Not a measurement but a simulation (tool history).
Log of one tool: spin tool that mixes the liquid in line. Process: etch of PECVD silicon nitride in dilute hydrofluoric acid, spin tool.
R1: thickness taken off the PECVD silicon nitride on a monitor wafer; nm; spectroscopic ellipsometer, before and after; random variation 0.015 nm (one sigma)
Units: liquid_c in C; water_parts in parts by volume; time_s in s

{"run": 1, "hour": 0.0, "liquid_c": 21, "water_parts": 85, "time_s": 40, "R1": 1.0132}
{"run": 2, "hour": 6.9, "liquid_c": 21, "water_parts": 85, "time_s": 20, "R1": 0.51196}
{"run": 3, "hour": 15.7, "liquid_c": 19, "water_parts": 85, "time_s": 20, "R1": 0.44311}
{"run": 4, "hour": 22.1, "liquid_c": 22, "water_parts": 85, "time_s": 20, "R1": 0.54961}
{"run": 5, "hour": 25.3, "liquid_c": 24.5, "water_parts": 65, "time_s": 25, "R1": 1.0488}
{"hour": 28.1, "done": "thermometer replaced"}
{"run": 6, "hour": 28.1, "liquid_c": 24.5, "water_parts": 80, "time_s": 25, "R1": 0.7496}
{"run": 7, "hour": 32.9, "liquid_c": 26, "water_parts": 65, "time_s": 25, "R1": 1.0146}
{"run": 8, "hour": 33.8, "liquid_c": 27, "water_parts": 50, "time_s": 25, "R1": 1.407}

Forecast run 9:
{"run": 9, "hour": 35.7, "liquid_c": 27.5, "water_parts": 45, "time_s": 25, "R1": "?"}

{"run 9": {"R1": 1.6032}}
